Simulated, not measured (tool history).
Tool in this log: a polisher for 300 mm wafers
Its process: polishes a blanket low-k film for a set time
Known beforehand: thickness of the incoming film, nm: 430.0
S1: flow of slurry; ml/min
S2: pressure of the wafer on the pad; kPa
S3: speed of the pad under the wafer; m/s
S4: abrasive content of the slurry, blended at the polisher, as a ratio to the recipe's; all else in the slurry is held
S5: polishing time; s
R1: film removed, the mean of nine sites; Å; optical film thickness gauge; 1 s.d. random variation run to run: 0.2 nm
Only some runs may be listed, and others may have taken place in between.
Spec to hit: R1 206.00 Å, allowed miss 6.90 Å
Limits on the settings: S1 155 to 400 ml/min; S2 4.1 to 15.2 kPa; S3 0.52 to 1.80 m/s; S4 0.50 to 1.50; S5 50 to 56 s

run 1 day=0.000 | S1=255 S2=9.7 S3=1.16 S4=1.00 S5=56 | R1=175.40
run 2 day=0.075 | S1=315 S2=9.7 S3=1.16 S4=1.00 S5=56 | R1=177.74
run 3 day=0.200 | S1=315 S2=9.7 S3=1.16 S4=0.85 S5=56 | R1=163.97
run 4 day=0.529 | S1=315 S2=11.0 S3=1.16 S4=0.85 S5=56 | R1=181.77
run 5 day=0.583 | S1=275 S2=11.0 S3=1.16 S4=0.85 S5=56 | R1=181.51
run 6 day=0.883 | S1=315 S2=11.0 S3=1.16 S4=0.85 S5=56 | R1=180.94
run 7 day=1.183 | S1=315 S2=11.0 S3=1.16 S4=0.85 S5=56 | R1=182.91
run 8 day=1.246 | S1=315 S2=11.7 S3=1.16 S4=0.85 S5=56 | R1=197.24

4 candidate next runs follow, results not yet known. Just one meets every target within its allowed miss. Identify it.
run A day=1.308 | S1=275 S2=11.7 S3=1.08 S4=0.85 S5=56 | R1=?
run B day=1.308 | S1=345 S2=13.8 S3=0.94 S4=0.90 S5=53 | R1=?
run C day=1.308 | S1=295 S2=11.7 S3=1.18 S4=0.85 S5=53 | R1=?
run D day=1.308 | S1=355 S2=13.8 S3=1.04 S4=0.90 S5=52 | R1=?

move=A R1=177.96
move=B R1=187.53
move=C R1=181.60
move=D R1=199.61
A: the biggest miss grows against the last run
B: the biggest miss grows against the last run
C: the biggest miss grows against the last run
D: meets every target
Go with D: it meets all targets.

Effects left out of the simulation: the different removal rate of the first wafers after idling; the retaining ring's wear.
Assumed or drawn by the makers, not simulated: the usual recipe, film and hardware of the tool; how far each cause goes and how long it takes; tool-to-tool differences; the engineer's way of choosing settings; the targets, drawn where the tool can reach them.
